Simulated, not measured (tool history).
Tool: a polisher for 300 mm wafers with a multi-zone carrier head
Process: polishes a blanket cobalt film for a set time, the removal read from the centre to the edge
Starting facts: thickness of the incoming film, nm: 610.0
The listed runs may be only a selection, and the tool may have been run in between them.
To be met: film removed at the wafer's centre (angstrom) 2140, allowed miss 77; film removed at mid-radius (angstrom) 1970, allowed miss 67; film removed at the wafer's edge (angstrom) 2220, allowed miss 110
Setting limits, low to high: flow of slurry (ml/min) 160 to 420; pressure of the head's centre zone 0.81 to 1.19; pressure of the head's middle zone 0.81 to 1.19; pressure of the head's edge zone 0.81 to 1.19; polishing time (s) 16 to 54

run,hour,flow of slurry (ml/min),pressure of the head's centre zone,pressure of the head's middle zone,pressure of the head's edge zone,polishing time (s),film removed at the wafer's centre (angstrom),film removed at mid-radius (angstrom),film removed at the wafer's edge (angstrom)
1,0,270,1,1,1,35,2348.1,2446.2,2472.7
2,1.7,265,1,0.96,0.98,34,2352,2314.7,2362.2
3,9.8,265,1,0.96,0.98,40,2697.7,2684.7,2746.8
4,11.2,260,0.98,0.92,0.98,38,2546.1,2478.4,2600.7
5,14.3,260,0.98,0.92,0.98,43,2861.8,2838.8,2912
6,20.7,260,0.98,0.92,1.06,43,2877,2751.5,3122.9
7,24.8,255,0.97,0.9,1.04,40,2569.6,2502.3,2852
8,32.1,250,0.97,0.88,1.02,38,2540.4,2367.4,2709
9,37.4,250,0.96,0.87,1,36,2316,2201.7,2428.7
10,44.7,245,0.95,0.85,1,36,2290.1,2140,2478.8
11,46,240,0.95,0.84,0.98,36,2274.2,2147.3,2411.4
12,51.5,235,0.95,0.83,0.97,35,2202.6,2040.5,2336.6
13,54,230,0.95,0.82,0.96,35,2225.9,2043.6,2330.4
14,59.3,230,0.95,0.82,0.95,35,2231.1,2037,2318.1
15,64.8,230,0.95,0.82,0.94,35,2182.8,2019.2,2330.3

Of the 4 settings listed for the next run, only one would bring every result within its allowed miss of target. Which one?
A,70.3,160,0.84,0.81,1.06,37,?,?,?
B,70.3,225,0.91,0.84,0.95,33,?,?,?
C,70.3,160,0.93,0.81,1.1,37,?,?,?
D,70.3,215,0.93,0.81,0.84,35,?,?,?

move,film removed at the wafer's centre (angstrom),film removed at mid-radius (angstrom),film removed at the wafer's edge (angstrom)
A,1927.6,2010.2,2541.3
B,2000,1965.9,2249.7
C,2136,2009.2,2588.9
D,2151.2,2010.2,2244.8
A: the biggest miss grows against the last run
B: puts the biggest miss on target and leaves a different result outside tolerance
C: the biggest miss grows against the last run
D: each result inside its tolerance
Correct choice: D, which meets every target
